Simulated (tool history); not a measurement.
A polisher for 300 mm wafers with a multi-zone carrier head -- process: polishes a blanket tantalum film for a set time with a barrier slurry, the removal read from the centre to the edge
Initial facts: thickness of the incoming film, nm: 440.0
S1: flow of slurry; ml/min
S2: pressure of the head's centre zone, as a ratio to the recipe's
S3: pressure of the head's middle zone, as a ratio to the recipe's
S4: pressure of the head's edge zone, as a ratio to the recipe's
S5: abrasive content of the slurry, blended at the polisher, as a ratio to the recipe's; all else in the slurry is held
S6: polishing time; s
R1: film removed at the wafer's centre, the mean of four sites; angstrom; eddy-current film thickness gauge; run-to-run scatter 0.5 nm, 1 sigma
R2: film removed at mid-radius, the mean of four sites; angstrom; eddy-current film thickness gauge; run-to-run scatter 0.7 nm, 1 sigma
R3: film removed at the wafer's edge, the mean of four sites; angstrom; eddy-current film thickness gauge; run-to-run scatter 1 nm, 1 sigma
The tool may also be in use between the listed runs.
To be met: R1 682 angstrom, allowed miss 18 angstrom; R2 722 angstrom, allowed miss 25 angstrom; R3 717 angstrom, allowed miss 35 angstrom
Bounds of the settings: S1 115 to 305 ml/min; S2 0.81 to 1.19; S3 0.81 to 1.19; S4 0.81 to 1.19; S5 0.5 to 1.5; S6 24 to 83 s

run    day   S1    S2    S3    S4    S5  S6      R1      R2      R3
  1      0  195     1     1     1     1  53  834.49  815.79  834.72
  2    0.2  195  0.95     1     1     1  53  794.15  817.98   833.5
  3   0.35  195  1.01     1     1     1  53  839.22   803.5  821.99
  4   0.55  185  0.98  0.99  0.97  0.95  53  800.22  794.81  811.73
  5  0.883  185  0.98  0.99  0.92  0.95  53  807.65  805.04  772.42
  6   1.15  175  0.95  0.97  0.91   0.9  53  765.18  772.39  767.45
  7  1.396  165  0.93  0.96   0.9  0.85  53  732.69  745.66  736.83
  8  1.704  155  0.92  0.96   0.9  0.85  53  706.62   745.4  749.36
  9  1.896  150  0.92  0.96  0.89  0.85  53  714.91  725.13  733.08

Consider the 4 candidate settings below. Which is the only one whose results all fall within their allowed miss of target?
  A  2.088  210   0.9  0.97   0.9  0.95  48   ?   ?   ?
  B  2.088  145  0.98  0.95  0.87  0.85  55   ?   ?   ?
  C  2.088  190  0.89  0.86  0.81  0.55  61   ?   ?   ?
  D  2.088  170  1.05  1.02  0.81   0.8  51   ?   ?   ?

move      R1      R2      R3
   A  686.88   722.4  735.62
   B  777.98  743.82  775.11
   C  773.05  745.93  809.26
   D  795.39  749.47  707.93
A: every result within its allowed miss
B: moves away from the targets compared with the last run
C: moves away from the targets compared with the last run
D: moves away from the targets compared with the last run
A is the move that brings every result within its allowed miss.
